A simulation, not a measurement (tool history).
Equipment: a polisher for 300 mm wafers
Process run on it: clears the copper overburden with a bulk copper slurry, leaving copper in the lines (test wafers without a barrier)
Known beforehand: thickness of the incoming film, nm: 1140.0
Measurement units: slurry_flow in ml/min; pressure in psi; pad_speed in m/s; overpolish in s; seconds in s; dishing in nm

run 1 hour=0 | slurry_flow=145 pressure=2.5 pad_speed=1.26 slurry_solids=1 overpolish=11 | seconds=100.37 dishing=78.88
run 2 hour=0.7 | slurry_flow=155 pressure=2.4 pad_speed=1.36 slurry_solids=1.05 overpolish=10 | seconds=94.743 dishing=75.202
run 3 hour=8 | slurry_flow=190 pressure=2.4 pad_speed=1.36 slurry_solids=1.05 overpolish=10 | seconds=90.898 dishing=76.073
run 4 hour=16.8 | slurry_flow=190 pressure=2.4 pad_speed=1.62 slurry_solids=1.05 overpolish=10 | seconds=76.887 dishing=86.301
run 5 hour=22.5 | slurry_flow=195 pressure=2.3 pad_speed=1.68 slurry_solids=1.1 overpolish=9 | seconds=77.735 dishing=79.32
run 6 hour=25.9 | slurry_flow=195 pressure=2.8 pad_speed=1.68 slurry_solids=1.1 overpolish=9 | seconds=63.115 dishing=94.707
run 7 hour=29 | slurry_flow=200 pressure=2.7 pad_speed=1.72 slurry_solids=1.15 overpolish=8 | seconds=63.784 dishing=87.921
run 8 hour=31.4 | slurry_flow=205 pressure=2.6 pad_speed=1.76 slurry_solids=1.15 overpolish=7 | seconds=65.467 dishing=77.425
run 9 hour=38 | slurry_flow=210 pressure=2.5 pad_speed=1.78 slurry_solids=1.2 overpolish=6 | seconds=62.924 dishing=69.072
run 10 hour=44.3 | slurry_flow=210 pressure=2.4 pad_speed=1.8 slurry_solids=1.25 overpolish=6 | seconds=67.308 dishing=68.106
run 11 hour=52.9 | slurry_flow=210 pressure=2.4 pad_speed=1.8 slurry_solids=1.25 overpolish=6 | seconds=65.513 dishing=66.187
run 12 hour=57.7 | slurry_flow=210 pressure=2.4 pad_speed=1.82 slurry_solids=1.3 overpolish=6 | seconds=63.7 dishing=68.594
run 13 hour=63.9 | slurry_flow=210 pressure=2.4 pad_speed=1.84 slurry_solids=1.35 overpolish=6 | seconds=61.865 dishing=69.75

Run 14 has not been measured yet. What should we expect?
run 14 hour=69.7 | slurry_flow=210 pressure=2.4 pad_speed=1.86 slurry_solids=1.35 overpolish=6 | seconds=? dishing=?

Run 14 gave seconds 63.274 s, dishing 70.104 nm.
